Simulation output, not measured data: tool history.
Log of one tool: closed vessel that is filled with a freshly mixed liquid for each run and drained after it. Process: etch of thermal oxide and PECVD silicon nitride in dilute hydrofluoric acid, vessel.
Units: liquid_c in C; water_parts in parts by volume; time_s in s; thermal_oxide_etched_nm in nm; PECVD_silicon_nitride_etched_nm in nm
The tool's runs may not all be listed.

run,hour,liquid_c,water_parts,time_s,thermal_oxide_etched_nm,PECVD_silicon_nitride_etched_nm
1,0.0,25.0,125,250,10.4650,11.855
2,5.4,24.5,135,255,9.6435,10.964
3,13.9,24.5,135,330,12.3480,14.213
4,22.2,24.5,135,385,14.6130,16.598
5,23.4,21.5,135,385,12.9260,13.467
6,27.9,25.0,135,385,14.8860,17.027

Run 7 comes next. What will it give?
7,36.7,24.0,155,395,?,?

{"run 7": {"thermal_oxide_etched_nm": 12.422, "PECVD_silicon_nitride_etched_nm": 14.323}}
